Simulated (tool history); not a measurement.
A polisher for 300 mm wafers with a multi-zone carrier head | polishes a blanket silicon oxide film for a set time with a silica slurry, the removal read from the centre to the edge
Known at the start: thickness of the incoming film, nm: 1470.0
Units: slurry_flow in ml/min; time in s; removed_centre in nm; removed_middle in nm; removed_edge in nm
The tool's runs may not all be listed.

run 1 day=0 | slurry_flow=235 centre_zone=1 middle_zone=1 edge_zone=1 slurry_solids=1 time=47 | removed_centre=208.76 removed_middle=214.82 removed_edge=206.2
run 2 day=0.096 | slurry_flow=235 centre_zone=1.07 middle_zone=1 edge_zone=1 slurry_solids=1 time=47 | removed_centre=222.32 removed_middle=211.59 removed_edge=205.95
run 3 day=0.433 | slurry_flow=235 centre_zone=1.07 middle_zone=1 edge_zone=1 slurry_solids=1 time=56 | removed_centre=263.66 removed_middle=253.92 removed_edge=245.48
run 4 day=0.562 | slurry_flow=240 centre_zone=1.06 middle_zone=1.02 edge_zone=1.02 slurry_solids=1.05 time=56 | removed_centre=266.1 removed_middle=266.68 removed_edge=250.71
run 5 day=0.596 | slurry_flow=240 centre_zone=1.04 middle_zone=1.03 edge_zone=1.04 slurry_solids=1.1 time=56 | removed_centre=272.52 removed_middle=276.36 removed_edge=259.56
run 6 day=0.958 | slurry_flow=245 centre_zone=1.02 middle_zone=1.04 edge_zone=1.06 slurry_solids=1.15 time=56 | removed_centre=275.47 removed_middle=284.27 removed_edge=272.37
run 7 day=1.012 | slurry_flow=250 centre_zone=1.01 middle_zone=1.06 edge_zone=1.07 slurry_solids=1.15 time=56 | removed_centre=273.13 removed_middle=285.71 removed_edge=269.46
run 8 day=1.312 | slurry_flow=250 centre_zone=0.99 middle_zone=1.07 edge_zone=1.08 slurry_solids=1.2 time=56 | removed_centre=272.81 removed_middle=294.57 removed_edge=276.84
-- day=1.592 edge zone pressure recalibrated
run 9 day=1.592 | slurry_flow=255 centre_zone=0.98 middle_zone=1.08 edge_zone=1.09 slurry_solids=1.2 time=56 | removed_centre=270.95 removed_middle=299.68 removed_edge=288.19
run 10 day=1.738 | slurry_flow=255 centre_zone=0.98 middle_zone=1.08 edge_zone=1.09 slurry_solids=1.2 time=56 | removed_centre=269.2 removed_middle=298.31 removed_edge=287.25

Run 11 comes next. What will it give?
run 11 day=2.071 | slurry_flow=255 centre_zone=0.98 middle_zone=1.08 edge_zone=1.09 slurry_solids=1.2 time=56 | removed_centre=? removed_middle=? removed_edge=?

{"run 11": {"removed_centre": 271, "removed_middle": 296.89, "removed_edge": 289.01}}
